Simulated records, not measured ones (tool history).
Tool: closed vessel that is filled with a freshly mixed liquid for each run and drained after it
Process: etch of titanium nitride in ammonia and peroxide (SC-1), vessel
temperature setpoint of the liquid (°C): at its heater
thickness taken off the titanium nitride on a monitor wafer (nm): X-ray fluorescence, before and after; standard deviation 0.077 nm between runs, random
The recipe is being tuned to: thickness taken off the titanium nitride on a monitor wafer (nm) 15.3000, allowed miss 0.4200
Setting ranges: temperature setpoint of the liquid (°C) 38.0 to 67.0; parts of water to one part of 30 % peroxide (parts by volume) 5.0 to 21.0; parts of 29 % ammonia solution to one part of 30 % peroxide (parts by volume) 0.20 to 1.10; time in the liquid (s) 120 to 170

run,hour,temperature setpoint of the liquid (°C),parts of water to one part of 30 % peroxide (parts by volume),parts of 29 % ammonia solution to one part of 30 % peroxide (parts by volume),time in the liquid (s),thickness taken off the titanium nitride on a monitor wafer (nm)
1,0.0,51.0,11.5,0.60,170,11.8370
2,2.0,51.0,11.5,0.60,170,11.8790
3,5.4,51.0,11.5,0.60,120,8.3406
4,12.6,51.0,11.5,0.40,120,7.7187
5,19.2,52.5,11.5,0.40,120,8.6139
6,26.2,52.5,11.5,0.40,120,8.5781
7,30.6,53.5,11.5,0.40,120,9.1768
8,32.5,54.5,11.5,0.40,120,9.8466
9,40.5,55.5,11.5,0.40,120,10.5720
10,46.9,56.0,11.5,0.40,120,10.8560
11,53.5,56.5,11.5,0.40,120,11.2030

Pick the move, out of 5, that brings all results within their allowed miss; only one does.
A,60.1,52.0,5.5,0.25,165,?
B,60.1,61.0,11.0,0.30,160,?
C,60.1,55.5,10.0,0.40,135,?
D,60.1,55.5,8.5,0.45,135,?
E,60.1,60.0,14.0,0.30,145,?

move,thickness taken off the titanium nitride on a monitor wafer (nm)
A,15.3150
B,19.6330
C,12.7560
D,14.1710
E,14.6210
A: in spec on every target
B: the result that was furthest off in the last run now lies on the other side of its target
C: closes in on the targets versus the last run, not all within tolerance yet
D: closes in on the targets versus the last run, not all within tolerance yet
E: closes in on the targets versus the last run, not all within tolerance yet
Answer: A
